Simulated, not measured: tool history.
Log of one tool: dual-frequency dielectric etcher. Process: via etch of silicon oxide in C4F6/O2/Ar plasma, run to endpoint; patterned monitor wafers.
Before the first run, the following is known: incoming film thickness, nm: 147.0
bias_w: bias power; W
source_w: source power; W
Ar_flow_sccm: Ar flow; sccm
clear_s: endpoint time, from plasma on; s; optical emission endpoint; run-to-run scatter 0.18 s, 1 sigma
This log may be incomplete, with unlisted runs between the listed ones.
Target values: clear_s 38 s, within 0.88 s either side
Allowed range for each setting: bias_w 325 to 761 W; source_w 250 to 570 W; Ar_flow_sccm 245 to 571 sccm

Run 1, hour 0: bias_w 543 W, source_w 410 W, Ar_flow_sccm 408 sccm. Result: clear_s 32.951 s.
Run 2, hour 8.2: bias_w 543 W, source_w 380 W, Ar_flow_sccm 408 sccm. Result: clear_s 33.338 s.
Run 3, hour 14.5: bias_w 502 W, source_w 370 W, Ar_flow_sccm 412 sccm. Result: clear_s 34.36 s.
Run 4, hour 16.9: bias_w 467 W, source_w 360 W, Ar_flow_sccm 417 sccm. Result: clear_s 35.848 s.
Run 5, hour 19.5: bias_w 467 W, source_w 360 W, Ar_flow_sccm 489 sccm. Result: clear_s 36.41 s.
Run 6, hour 23.4: bias_w 467 W, source_w 410 W, Ar_flow_sccm 489 sccm. Result: clear_s 35.389 s.
Run 7, hour 31.1: bias_w 445 W, source_w 400 W, Ar_flow_sccm 491 sccm. Result: clear_s 36.568 s.
Run 8, hour 38.2: bias_w 434 W, source_w 400 W, Ar_flow_sccm 492 sccm. Result: clear_s 36.488 s.
Run 9, hour 41.8: bias_w 421 W, source_w 400 W, Ar_flow_sccm 493 sccm. Result: clear_s 37.129 s.

Which single option among these 5 for the next run brings every result within its allowed miss of target? Just one does.
Run A, hour 45.4: bias_w 435 W, source_w 460 W, Ar_flow_sccm 452 sccm. Result: clear_s ?.
Run B, hour 45.4: bias_w 520 W, source_w 370 W, Ar_flow_sccm 410 sccm. Result: clear_s ?.
Run C, hour 45.4: bias_w 433 W, source_w 470 W, Ar_flow_sccm 483 sccm. Result: clear_s ?.
Run D, hour 45.4: bias_w 406 W, source_w 390 W, Ar_flow_sccm 500 sccm. Result: clear_s ?.
Run E, hour 45.4: bias_w 422 W, source_w 460 W, Ar_flow_sccm 477 sccm. Result: clear_s ?.

move  clear_s
   A   35.247
   B   34.234
   C   35.374
   D   37.779
   E   35.821
A: misses by more than the last run did
B: misses by more than the last run did
C: misses by more than the last run did
D: meets every target
E: misses by more than the last run did
Move D is the one to make.
